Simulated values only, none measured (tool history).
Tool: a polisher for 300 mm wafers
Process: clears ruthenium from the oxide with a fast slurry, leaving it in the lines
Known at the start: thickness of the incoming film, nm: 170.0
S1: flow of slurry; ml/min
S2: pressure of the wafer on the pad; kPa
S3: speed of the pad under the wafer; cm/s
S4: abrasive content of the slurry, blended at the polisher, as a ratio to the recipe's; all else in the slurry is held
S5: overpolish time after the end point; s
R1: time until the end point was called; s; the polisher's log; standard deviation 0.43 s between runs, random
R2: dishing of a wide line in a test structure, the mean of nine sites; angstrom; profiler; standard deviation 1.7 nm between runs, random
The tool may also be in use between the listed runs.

run 1 hour=0 | S1=275 S2=19.3 S3=124 S4=1 S5=25 | R1=39.85 R2=765.11
run 2 hour=4.5 | S1=275 S2=23.4 S3=124 S4=1 S5=25 | R1=33.825 R2=892.32
run 3 hour=9.2 | S1=275 S2=21.4 S3=124 S4=1 S5=28 | R1=35.841 R2=921.09
run 4 hour=15.1 | S1=275 S2=21.4 S3=124 S4=1.1 S5=28 | R1=34.886 R2=921.85
run 5 hour=17.9 | S1=275 S2=21.4 S3=102 S4=1.1 S5=28 | R1=41.093 R2=787.51
run 6 hour=20.6 | S1=305 S2=21.4 S3=102 S4=1.1 S5=28 | R1=41.476 R2=821.46
-- hour=21.4 worn pad replaced by a new one
run 7 hour=21.4 | S1=310 S2=20.7 S3=102 S4=1.1 S5=30 | R1=37.227 R2=888.86

Run 8 is up next; what results do you expect?
run 8 hour=23.6 | S1=275 S2=20.7 S3=102 S4=1.05 S5=32 | R1=? R2=?

R1: 39.378 s
R2: 906.88 angstrom
